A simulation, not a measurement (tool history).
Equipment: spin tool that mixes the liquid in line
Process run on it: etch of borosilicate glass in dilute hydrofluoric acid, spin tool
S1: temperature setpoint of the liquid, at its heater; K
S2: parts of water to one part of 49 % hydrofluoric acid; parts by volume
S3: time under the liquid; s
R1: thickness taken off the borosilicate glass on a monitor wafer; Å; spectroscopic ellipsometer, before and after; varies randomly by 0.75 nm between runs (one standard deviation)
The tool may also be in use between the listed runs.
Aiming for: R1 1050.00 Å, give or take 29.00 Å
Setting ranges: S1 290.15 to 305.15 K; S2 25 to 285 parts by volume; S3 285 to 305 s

run  hour      S1   S2   S3      R1
  1   0.0  297.15  155  285  443.53
  2   1.3  297.15  155  305  475.24
  3   3.6  297.15  115  305  671.64
  4  11.6  297.15  145  305  514.33
  5  18.6  298.65  135  305  596.89
  6  25.3  298.65  135  285  551.05
  7  26.4  300.15  125  285  649.63
  8  30.6  301.15  120  285  698.87
  9  37.3  302.15  115  285  763.25
 10  42.3  302.65  110  285  827.91
 11  43.6  303.15  105  285  890.64
 12  44.6  303.15  105  285  873.83
     49.6  -- thermometer replaced
 13  49.6  303.65  105  285  960.42
 14  50.9  304.15  105  285  974.55
 15  52.6  304.65  105  285  990.89

Which of these 4 next moves meets every target?
  A  54.3  304.65  105  295   ?
  B  54.3  304.65  115  285   ?
  C  54.3  299.65  105  305   ?
  D  54.3  305.15  125  305   ?

move       R1
   A  1038.40
   B   902.87
   C   889.22
   D   892.37
A: all results land within tolerance of their targets
B: the biggest miss grows against the last run
C: the biggest miss grows against the last run
D: the biggest miss grows against the last run
So the answer is move A, the one that meets all the targets.
